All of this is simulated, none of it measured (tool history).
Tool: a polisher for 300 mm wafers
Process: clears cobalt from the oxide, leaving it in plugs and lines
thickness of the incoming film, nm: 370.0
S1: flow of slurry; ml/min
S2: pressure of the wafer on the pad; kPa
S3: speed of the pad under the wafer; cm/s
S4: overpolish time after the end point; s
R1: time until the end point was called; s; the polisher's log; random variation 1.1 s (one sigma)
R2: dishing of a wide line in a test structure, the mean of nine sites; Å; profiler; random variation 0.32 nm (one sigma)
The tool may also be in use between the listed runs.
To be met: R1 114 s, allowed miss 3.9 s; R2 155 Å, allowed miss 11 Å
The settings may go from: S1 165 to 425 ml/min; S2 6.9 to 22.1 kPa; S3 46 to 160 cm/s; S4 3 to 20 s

run 1 day=0 | S1=275 S2=14.5 S3=102 S4=10 | R1=78.326 R2=165.86
run 2 day=0.038 | S1=275 S2=14.5 S3=102 S4=6 | R1=78.573 R2=147.21
run 3 day=0.338 | S1=275 S2=13.1 S3=102 S4=7 | R1=84.891 R2=151.07
run 4 day=0.588 | S1=275 S2=11.7 S3=102 S4=7 | R1=95.281 R2=143.91
run 5 day=0.825 | S1=275 S2=11 S3=102 S4=8 | R1=101.32 R2=149.51
run 6 day=0.888 | S1=275 S2=11 S3=114 S4=8 | R1=91.696 R2=155.36
run 7 day=0.983 | S1=275 S2=10.3 S3=114 S4=8 | R1=96.445 R2=150.79
run 8 day=1.192 | S1=275 S2=9.7 S3=114 S4=9 | R1=100.92 R2=151.27

Which of these 5 next moves meets every target?
run A day=1.4 | S1=305 S2=11 S3=88 S4=7 | R1=? R2=?
run B day=1.4 | S1=290 S2=11 S3=124 S4=13 | R1=? R2=?
run C day=1.4 | S1=280 S2=9 S3=100 S4=7 | R1=? R2=?
run D day=1.4 | S1=285 S2=9 S3=122 S4=10 | R1=? R2=?
run E day=1.4 | S1=280 S2=9.7 S3=102 S4=11 | R1=? R2=?

move=A R1=115.99 R2=127.48
move=B R1=83.539 R2=164.64
move=C R1=126.04 R2=122.6
move=D R1=103.7 R2=151.32
move=E R1=115.2 R2=151.14
A: brings the result that was furthest off to its target, and leaves another outside
B: further off than the last run
C: takes the result that was furthest off past its target
D: nearer than the last run, and not there yet
E: meets every target
Answer: E
